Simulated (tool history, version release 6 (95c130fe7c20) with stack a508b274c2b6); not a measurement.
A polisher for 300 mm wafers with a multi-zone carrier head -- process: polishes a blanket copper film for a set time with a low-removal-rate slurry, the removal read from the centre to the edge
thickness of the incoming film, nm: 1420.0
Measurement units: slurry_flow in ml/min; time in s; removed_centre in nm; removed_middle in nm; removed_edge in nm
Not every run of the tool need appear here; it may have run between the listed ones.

run	hour	slurry_flow	centre_zone	middle_zone	edge_zone	slurry_solids	time	removed_centre	removed_middle	removed_edge
1	0	300	1	1	1	1	60	148.78	151.31	154.83
2	1.3	300	1.05	1	1	1	60	155.91	152.72	156.61
3	7.2	305	1.03	1.04	1	1.1	62	161.62	162.04	163.85
4	12.3	310	0.99	1.07	0.97	1.15	65	164.57	180.36	168.32
5	18.3	310	0.99	1.14	0.97	1.15	65	163.15	190.82	169.25
6	26.3	315	0.98	1.15	0.98	1.2	66	170.61	202.44	176.07
7	29.8	325	0.97	1.16	1	1.25	66	168.78	199.76	178.92
8	33.2	325	0.96	1.16	1	1.3	67	171.55	204.81	181.14
9	40.6	325	0.95	1.17	1	1.3	68	169.61	212.58	187.99

Estimate the outcome of run 10 from the log above:
10	46.5	325	0.95	1.17	1	1.3	68	?	?	?

{"run 10": {"removed_centre": 171.93, "removed_middle": 209.43, "removed_edge": 187.15}}

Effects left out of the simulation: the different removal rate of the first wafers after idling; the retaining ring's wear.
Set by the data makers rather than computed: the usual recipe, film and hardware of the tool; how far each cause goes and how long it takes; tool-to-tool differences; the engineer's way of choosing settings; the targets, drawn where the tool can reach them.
